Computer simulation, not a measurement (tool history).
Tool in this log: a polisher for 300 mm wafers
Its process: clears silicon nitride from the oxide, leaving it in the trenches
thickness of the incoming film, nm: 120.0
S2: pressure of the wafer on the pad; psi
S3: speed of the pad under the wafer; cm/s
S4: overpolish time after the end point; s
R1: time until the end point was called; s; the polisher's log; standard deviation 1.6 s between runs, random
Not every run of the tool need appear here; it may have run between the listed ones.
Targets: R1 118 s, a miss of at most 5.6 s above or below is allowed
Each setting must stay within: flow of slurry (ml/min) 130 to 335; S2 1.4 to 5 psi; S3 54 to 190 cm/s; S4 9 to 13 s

Run 1, hour 0: flow of slurry (ml/min) 215, S2 3.2 psi, S3 122 cm/s, S4 13 s. Result: R1 95.935 s.
Run 2, hour 6.9: flow of slurry (ml/min) 215, S2 3.1 psi, S3 122 cm/s, S4 13 s. Result: R1 99.328 s.
Run 3, hour 14.6: flow of slurry (ml/min) 215, S2 3 psi, S3 122 cm/s, S4 13 s. Result: R1 103.76 s.
Run 4, hour 21.2: flow of slurry (ml/min) 175, S2 3 psi, S3 122 cm/s, S4 13 s. Result: R1 106.75 s.
At hour 24.6: worn pad replaced by a new one.
Run 5, hour 24.6: flow of slurry (ml/min) 170, S2 2.8 psi, S3 122 cm/s, S4 13 s. Result: R1 101.71 s.
Run 6, hour 32.9: flow of slurry (ml/min) 170, S2 3.3 psi, S3 122 cm/s, S4 13 s. Result: R1 86.057 s.
Run 7, hour 34.9: flow of slurry (ml/min) 180, S2 3.2 psi, S3 122 cm/s, S4 13 s. Result: R1 86.688 s.
Run 8, hour 42: flow of slurry (ml/min) 195, S2 3.2 psi, S3 122 cm/s, S4 13 s. Result: R1 87.703 s.
Run 9, hour 42.9: flow of slurry (ml/min) 200, S2 3.1 psi, S3 122 cm/s, S4 13 s. Result: R1 90.349 s.

Consider the 4 candidate settings below. Which is the only one whose results all fall within their allowed miss of target?
Run A, hour 43.8: flow of slurry (ml/min) 215, S2 2 psi, S3 130 cm/s, S4 13 s. Result: R1 ?.
Run B, hour 43.8: flow of slurry (ml/min) 200, S2 2.5 psi, S3 104 cm/s, S4 11 s. Result: R1 ?.
Run C, hour 43.8: flow of slurry (ml/min) 170, S2 2.5 psi, S3 120 cm/s, S4 9 s. Result: R1 ?.
Run D, hour 43.8: flow of slurry (ml/min) 270, S2 2.9 psi, S3 106 cm/s, S4 9 s. Result: R1 ?.

move      R1
   A  130.02
   B  131.67
   C  117.69
   D  107.94
A: pushes the last run's worst result past its target
B: pushes the last run's worst result past its target
C: hits every target within its allowed miss
D: gains on the last run, yet a result remains outside its allowed miss
The move that meets every target is C.

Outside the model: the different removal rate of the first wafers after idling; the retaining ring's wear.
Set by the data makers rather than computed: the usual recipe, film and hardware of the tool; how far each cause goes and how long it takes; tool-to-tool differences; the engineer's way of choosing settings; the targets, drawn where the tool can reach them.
